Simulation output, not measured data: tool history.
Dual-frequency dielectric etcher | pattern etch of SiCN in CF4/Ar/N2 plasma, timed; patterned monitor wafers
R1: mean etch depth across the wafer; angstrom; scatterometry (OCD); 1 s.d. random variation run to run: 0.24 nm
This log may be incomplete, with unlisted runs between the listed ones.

{"run": 1, "hour": 0.0, "source power (kW)": 0.42, "bias power (kW)": 0.051, "Ar flow (sccm)": 120, "CF4 flow (sccm)": 56, "etch time (s)": 64, "R1": 425.06}
{"run": 2, "hour": 1.5, "source power (kW)": 0.44, "bias power (kW)": 0.051, "Ar flow (sccm)": 120, "CF4 flow (sccm)": 56, "etch time (s)": 64, "R1": 449.72}
{"run": 3, "hour": 4.7, "source power (kW)": 0.44, "bias power (kW)": 0.051, "Ar flow (sccm)": 120, "CF4 flow (sccm)": 64, "etch time (s)": 64, "R1": 457.77}
{"run": 4, "hour": 10.8, "source power (kW)": 0.44, "bias power (kW)": 0.056, "Ar flow (sccm)": 120, "CF4 flow (sccm)": 64, "etch time (s)": 64, "R1": 472.5}
{"run": 5, "hour": 17.6, "source power (kW)": 0.44, "bias power (kW)": 0.056, "Ar flow (sccm)": 120, "CF4 flow (sccm)": 55, "etch time (s)": 64, "R1": 460.27}
{"run": 6, "hour": 23.7, "source power (kW)": 0.45, "bias power (kW)": 0.056, "Ar flow (sccm)": 120, "CF4 flow (sccm)": 55, "etch time (s)": 64, "R1": 467.42}
{"run": 7, "hour": 30.2, "source power (kW)": 0.52, "bias power (kW)": 0.057, "Ar flow (sccm)": 120, "CF4 flow (sccm)": 55, "etch time (s)": 64, "R1": 545.51}

What does the tool deliver on the next run?
{"run": 8, "hour": 35.3, "source power (kW)": 0.51, "bias power (kW)": 0.057, "Ar flow (sccm)": 120, "CF4 flow (sccm)": 55, "etch time (s)": 64, "R1": "?"}

R1: 541.88 angstrom

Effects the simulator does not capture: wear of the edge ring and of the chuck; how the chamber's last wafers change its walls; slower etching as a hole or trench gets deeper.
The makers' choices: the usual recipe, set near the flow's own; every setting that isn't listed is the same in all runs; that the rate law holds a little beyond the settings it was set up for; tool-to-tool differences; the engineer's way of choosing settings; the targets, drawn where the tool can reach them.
